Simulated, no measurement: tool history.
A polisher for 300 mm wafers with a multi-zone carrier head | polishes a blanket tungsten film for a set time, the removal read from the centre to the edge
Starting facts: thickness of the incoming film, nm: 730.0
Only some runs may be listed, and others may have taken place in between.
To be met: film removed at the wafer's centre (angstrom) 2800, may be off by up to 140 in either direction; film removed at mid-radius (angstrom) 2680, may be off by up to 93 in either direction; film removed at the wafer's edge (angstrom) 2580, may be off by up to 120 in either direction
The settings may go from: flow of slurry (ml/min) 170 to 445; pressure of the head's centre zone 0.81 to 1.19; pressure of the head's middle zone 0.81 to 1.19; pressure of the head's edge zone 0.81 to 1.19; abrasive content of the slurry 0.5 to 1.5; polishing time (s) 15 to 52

run	hour	flow of slurry (ml/min)	pressure of the head's centre zone	pressure of the head's middle zone	pressure of the head's edge zone	abrasive content of the slurry	polishing time (s)	film removed at the wafer's centre (angstrom)	film removed at mid-radius (angstrom)	film removed at the wafer's edge (angstrom)
1	0	285	1	1	1	1	33	1781	1830.1	1791.8
2	3.2	285	1	1	1.03	1	33	1828.1	1871.3	1835.4
3	9.2	290	1.02	1.01	1.05	1.1	34	1949.4	1966.5	1953.6
4	10.7	290	0.95	1.01	1.05	1.1	34	1812.2	1987.7	1948
5	14	290	0.95	1.01	1.13	1.1	34	1834.9	2001.8	2036.4
6	21.4	355	0.95	1.01	1.13	1.1	34	1880.3	2031.2	2037
7	27.6	360	0.98	1.02	1.13	1.15	35	2017.3	2084.6	2090.7
8	35.6	365	1	1.03	1.13	1.2	36	2100.6	2212.9	2200.7
9	42	370	1.03	1.04	1.12	1.25	37	2281.6	2322.7	2277

4 next moves are on the table. One of them brings every result within its allowed miss. Which?
A	48.4	320	1.05	0.82	1.19	1.35	39	?	?	?
B	48.4	445	0.95	1.01	1.08	1.35	39	?	?	?
C	48.4	400	1.01	1.19	1.1	1.15	36	?	?	?
D	48.4	205	1.11	1.06	1.03	1.25	45	?	?	?

move	film removed at the wafer's centre (angstrom)	film removed at mid-radius (angstrom)	film removed at the wafer's edge (angstrom)
A	2447.9	2065.6	2533.5
B	2300.7	2489.2	2455.1
C	2142	2492.9	2177.7
D	2740.6	2687.2	2543.9
A: misses by more than the last run did
B: an improvement on the last run, though not all results are within tolerance
C: misses by more than the last run did
D: each result inside its tolerance
D is the move that brings every result within its allowed miss.
